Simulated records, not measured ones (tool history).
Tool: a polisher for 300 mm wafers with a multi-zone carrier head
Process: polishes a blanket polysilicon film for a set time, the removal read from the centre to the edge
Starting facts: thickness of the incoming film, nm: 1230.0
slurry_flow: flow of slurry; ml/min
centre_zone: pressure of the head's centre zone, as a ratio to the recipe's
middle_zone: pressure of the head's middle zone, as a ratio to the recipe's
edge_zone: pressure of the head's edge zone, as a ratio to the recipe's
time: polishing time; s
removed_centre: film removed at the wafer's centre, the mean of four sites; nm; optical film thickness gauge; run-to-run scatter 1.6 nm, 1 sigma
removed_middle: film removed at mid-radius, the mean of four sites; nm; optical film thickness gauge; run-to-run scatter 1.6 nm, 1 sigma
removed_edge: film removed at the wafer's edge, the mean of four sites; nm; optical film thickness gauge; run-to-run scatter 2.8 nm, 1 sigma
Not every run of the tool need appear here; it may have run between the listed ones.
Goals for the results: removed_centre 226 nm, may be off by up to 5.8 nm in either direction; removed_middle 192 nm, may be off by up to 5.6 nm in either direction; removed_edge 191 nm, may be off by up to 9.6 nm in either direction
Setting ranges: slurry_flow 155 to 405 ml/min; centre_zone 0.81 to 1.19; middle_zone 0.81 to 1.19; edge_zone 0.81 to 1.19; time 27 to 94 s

run	hour	slurry_flow	centre_zone	middle_zone	edge_zone	time	removed_centre	removed_middle	removed_edge
1	0	260	1	1	1	60	234.63	233.68	222.79
2	6.5	260	1	0.96	1	60	233.03	225.48	229.04
3	13	235	1	0.96	1	60	228.33	221.97	226
4	15.2	235	1	0.96	0.94	60	230.31	221.62	223.6
5	16.9	235	1.04	0.96	0.94	60	239.62	221.14	219.95
6	23	235	0.98	0.96	0.94	60	222.77	221.55	214.72
7	27.4	240	1.01	0.95	0.9	58	223.4	214.16	208.77
# hour 32.2: slurry nozzle cleaned
8	32.2	235	1.03	0.94	0.88	57	243.65	214.7	212.32
9	39.8	225	1.03	0.93	0.87	55	229.83	206.95	203.08
10	41.5	220	1.03	0.92	0.86	54	224.1	200.61	193.66
11	42.7	220	1.03	0.92	0.86	54	224.38	202.6	195.81
12	43.5	220	1.03	0.9	0.86	53	218.24	197.03	188.76
13	52.1	220	1.03	0.9	0.86	53	218.8	197.56	194.81

5 next moves are on the table. One of them brings every result within its allowed miss. Which?
A	60.7	170	1.05	1.02	0.82	52	?	?	?
B	60.7	230	1.03	0.94	0.84	51	?	?	?
C	60.7	220	0.95	0.87	0.81	55	?	?	?
D	60.7	240	1.05	0.87	0.82	53	?	?	?
E	60.7	210	0.97	0.89	0.89	52	?	?	?

move	removed_centre	removed_middle	removed_edge
A	209.21	202.71	180.19
B	213.2	195.56	185.81
C	210.3	196.58	196.43
D	227.27	191.69	192.09
E	201.46	187.98	192.61
A: lands further from the targets than the last run did
B: lands further from the targets than the last run did
C: lands further from the targets than the last run did
D: in spec on every target
E: lands further from the targets than the last run did
The right move is D.

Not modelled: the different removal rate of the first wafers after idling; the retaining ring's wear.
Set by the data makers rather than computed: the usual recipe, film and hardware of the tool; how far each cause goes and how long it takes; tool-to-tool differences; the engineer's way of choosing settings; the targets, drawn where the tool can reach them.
